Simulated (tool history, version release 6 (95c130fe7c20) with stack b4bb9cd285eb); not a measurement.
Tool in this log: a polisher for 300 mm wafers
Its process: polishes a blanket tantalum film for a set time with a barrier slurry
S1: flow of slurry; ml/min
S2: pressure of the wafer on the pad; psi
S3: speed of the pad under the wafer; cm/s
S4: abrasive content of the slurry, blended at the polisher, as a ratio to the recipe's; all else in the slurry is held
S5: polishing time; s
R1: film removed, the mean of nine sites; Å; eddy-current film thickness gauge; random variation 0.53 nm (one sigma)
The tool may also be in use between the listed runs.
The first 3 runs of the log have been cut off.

run,day,S1,S2,S3,S4,S5,R1
4,0.525,305,1.3,128,1.15,89,1141.50
5,0.729,300,1.2,128,1.15,89,1066.40
6,0.850,300,1.1,128,1.15,89,1014.40
7,1.196,300,1.0,128,1.15,89,945.06
8,1.558,285,0.8,128,1.15,89,824.37
9,1.867,290,0.8,128,1.15,89,819.75
10,1.975,295,0.8,128,1.15,89,819.47
11,2.092,295,0.8,128,1.15,89,825.25
12,2.388,300,0.8,128,1.15,89,822.37
13,2.454,300,0.9,128,1.15,89,886.22
14,2.554,290,0.9,128,1.15,89,881.82
15,2.696,290,0.8,128,1.15,89,826.68
16,2.817,305,0.8,128,1.15,89,826.21
17,3.100,310,0.8,128,1.15,89,822.42
18,3.271,310,0.9,128,1.15,89,891.07
19,3.554,300,0.9,128,1.15,89,889.36
20,3.808,295,0.9,128,1.15,89,888.15

Expected results for the next run?
21,4.142,280,0.8,128,1.15,89,?

R1: 815.88 Å

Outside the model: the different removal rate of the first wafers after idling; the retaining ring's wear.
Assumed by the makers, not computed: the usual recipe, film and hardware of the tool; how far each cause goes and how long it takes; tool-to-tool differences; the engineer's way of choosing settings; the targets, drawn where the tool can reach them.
